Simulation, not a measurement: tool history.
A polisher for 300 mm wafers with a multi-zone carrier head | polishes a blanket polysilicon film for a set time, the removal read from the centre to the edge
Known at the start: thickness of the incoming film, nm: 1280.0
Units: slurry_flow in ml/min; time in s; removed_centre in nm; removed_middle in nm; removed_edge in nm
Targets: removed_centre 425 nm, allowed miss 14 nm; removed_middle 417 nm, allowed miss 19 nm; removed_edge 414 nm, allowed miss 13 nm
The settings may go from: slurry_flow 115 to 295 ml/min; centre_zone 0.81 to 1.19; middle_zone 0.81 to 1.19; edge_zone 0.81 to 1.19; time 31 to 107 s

run  hour  slurry_flow  centre_zone  middle_zone  edge_zone  time  removed_centre  removed_middle  removed_edge
  1     0          190            1            1          1    69          514.22          510.49        513.25
  2   2.1          185         0.99         0.99       0.97    67          493.99           489.3        490.31
  3   2.6          185         0.99         0.99       1.05    67          493.41          480.45        514.16
  4   6.4          180         0.98         0.98       1.01    65          475.38          468.75        488.59
  5  13.9          180         0.98         0.98       1.01    58           419.3          418.56        434.47
  6  21.9          180         0.99         0.98          1    58          418.52          417.78        431.48
  7  29.8          180            1         0.98       0.99    58          434.59           410.2        423.85
  8  35.7          180            1         0.98       0.98    58          429.34          418.81        423.38

Which of these 4 next moves meets every target?
  A  41.6          160         1.06         0.99       0.89    55               ?               ?             ?
  B  41.6          170         1.09            1        0.9    58               ?               ?             ?
  C  41.6          225         0.94         0.94          1    58               ?               ?             ?
  D  41.6          205         1.02         1.03       0.98    55               ?               ?             ?

move  removed_centre  removed_middle  removed_edge
   A             427           391.4        388.14
   B          467.69          419.82        413.85
   C          419.14          413.39        445.78
   D          426.52          418.52        414.87
A: takes the result that was furthest off past its target
B: brings the result that was furthest off to its target, and leaves another outside
C: further off than the last run
D: meets every target
The right move is D.

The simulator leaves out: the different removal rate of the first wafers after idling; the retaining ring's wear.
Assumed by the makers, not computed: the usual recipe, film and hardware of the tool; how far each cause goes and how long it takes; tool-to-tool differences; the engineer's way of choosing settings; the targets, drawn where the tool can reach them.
